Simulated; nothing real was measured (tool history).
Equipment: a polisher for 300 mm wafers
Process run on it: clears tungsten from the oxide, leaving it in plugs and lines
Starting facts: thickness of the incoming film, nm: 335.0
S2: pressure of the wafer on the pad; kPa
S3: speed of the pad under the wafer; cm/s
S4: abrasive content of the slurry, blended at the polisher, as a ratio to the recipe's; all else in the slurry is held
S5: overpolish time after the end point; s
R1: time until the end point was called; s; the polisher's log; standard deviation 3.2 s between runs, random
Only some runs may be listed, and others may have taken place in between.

Run 1, hour 0: flow of slurry (ml/min) 175, S2 20 kPa, S3 90 cm/s, S4 1, S5 3 s. Result: R1 98.162 s.
Run 2, hour 4.9: flow of slurry (ml/min) 175, S2 17.9 kPa, S3 84 cm/s, S4 1, S5 3 s. Result: R1 112.14 s.
Run 3, hour 12.9: flow of slurry (ml/min) 175, S2 15.9 kPa, S3 76 cm/s, S4 1, S5 3 s. Result: R1 132.12 s.
Run 4, hour 16: flow of slurry (ml/min) 175, S2 15.9 kPa, S3 76 cm/s, S4 1.15, S5 3 s. Result: R1 128.45 s.
Run 5, hour 23.6: flow of slurry (ml/min) 175, S2 15.9 kPa, S3 76 cm/s, S4 1.05, S5 3 s. Result: R1 128.97 s.
Run 6, hour 28.3: flow of slurry (ml/min) 175, S2 15.9 kPa, S3 76 cm/s, S4 1.05, S5 3 s. Result: R1 125.02 s.
Run 7, hour 32: flow of slurry (ml/min) 160, S2 14.5 kPa, S3 68 cm/s, S4 1, S5 3 s. Result: R1 149 s.
Run 8, hour 35.7: flow of slurry (ml/min) 160, S2 13.1 kPa, S3 62 cm/s, S4 1, S5 3 s. Result: R1 173.04 s.
Run 9, hour 40.4: flow of slurry (ml/min) 160, S2 12.4 kPa, S3 60 cm/s, S4 1, S5 3 s. Result: R1 188.99 s.
Run 10, hour 43.4: flow of slurry (ml/min) 160, S2 11.7 kPa, S3 60 cm/s, S4 1, S5 3 s. Result: R1 190.49 s.

Forecast run 11:
Run 11, hour 44.7: flow of slurry (ml/min) 155, S2 9 kPa, S3 52 cm/s, S4 1, S5 3 s. Result: R1 ?.

R1: 243.39 s
